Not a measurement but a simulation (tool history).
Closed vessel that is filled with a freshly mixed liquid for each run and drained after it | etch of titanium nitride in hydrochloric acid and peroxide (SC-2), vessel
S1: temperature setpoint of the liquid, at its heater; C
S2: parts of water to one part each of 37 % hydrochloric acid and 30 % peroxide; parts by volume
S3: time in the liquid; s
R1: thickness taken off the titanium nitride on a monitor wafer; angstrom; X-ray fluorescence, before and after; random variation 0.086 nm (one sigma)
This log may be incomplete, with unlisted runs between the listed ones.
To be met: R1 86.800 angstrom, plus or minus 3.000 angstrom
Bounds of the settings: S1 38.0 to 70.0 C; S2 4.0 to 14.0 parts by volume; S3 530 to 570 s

Run 1, hour 0.0: S1 54.0 C, S2 7.5 parts by volume, S3 530 s. Result: R1 148.900 angstrom.
Run 2, hour 8.0: S1 59.5 C, S2 7.5 parts by volume, S3 530 s. Result: R1 214.320 angstrom.
Run 3, hour 16.7: S1 57.0 C, S2 7.5 parts by volume, S3 530 s. Result: R1 182.730 angstrom.
Run 4, hour 24.8: S1 55.0 C, S2 7.5 parts by volume, S3 530 s. Result: R1 162.340 angstrom.
Run 5, hour 33.4: S1 53.0 C, S2 7.5 parts by volume, S3 530 s. Result: R1 142.120 angstrom.
Run 6, hour 39.4: S1 51.5 C, S2 7.5 parts by volume, S3 530 s. Result: R1 127.590 angstrom.
Run 7, hour 44.3: S1 50.5 C, S2 7.5 parts by volume, S3 530 s. Result: R1 120.180 angstrom.
Run 8, hour 47.7: S1 49.5 C, S2 7.5 parts by volume, S3 530 s. Result: R1 112.010 angstrom.
Run 9, hour 49.7: S1 49.0 C, S2 7.5 parts by volume, S3 530 s. Result: R1 110.500 angstrom.
Run 10, hour 51.6: S1 48.5 C, S2 7.5 parts by volume, S3 530 s. Result: R1 103.920 angstrom.
Run 11, hour 54.0: S1 48.0 C, S2 7.5 parts by volume, S3 530 s. Result: R1 102.000 angstrom.
Run 12, hour 56.8: S1 47.5 C, S2 7.5 parts by volume, S3 530 s. Result: R1 98.677 angstrom.
Run 13, hour 60.9: S1 47.0 C, S2 7.5 parts by volume, S3 530 s. Result: R1 95.972 angstrom.
Run 14, hour 65.6: S1 46.5 C, S2 7.5 parts by volume, S3 530 s. Result: R1 93.126 angstrom.

Which one of the following 5 next-run settings gets every result inside its allowed miss? There is exactly one.
Run A, hour 70.3: S1 46.0 C, S2 7.5 parts by volume, S3 570 s. Result: R1 ?.
Run B, hour 70.3: S1 41.5 C, S2 5.5 parts by volume, S3 530 s. Result: R1 ?.
Run C, hour 70.3: S1 44.5 C, S2 6.5 parts by volume, S3 570 s. Result: R1 ?.
Run D, hour 70.3: S1 47.0 C, S2 8.0 parts by volume, S3 570 s. Result: R1 ?.
Run E, hour 70.3: S1 44.5 C, S2 7.5 parts by volume, S3 570 s. Result: R1 ?.

move      R1
   A  95.589
   B  82.408
   C  96.377
   D  97.214
   E  86.232
A: the biggest miss grows against the last run
B: moves the result that the last run missed by most past its target, out the other side
C: the biggest miss grows against the last run
D: the biggest miss grows against the last run
E: every result lands within tolerance
E meets every target.

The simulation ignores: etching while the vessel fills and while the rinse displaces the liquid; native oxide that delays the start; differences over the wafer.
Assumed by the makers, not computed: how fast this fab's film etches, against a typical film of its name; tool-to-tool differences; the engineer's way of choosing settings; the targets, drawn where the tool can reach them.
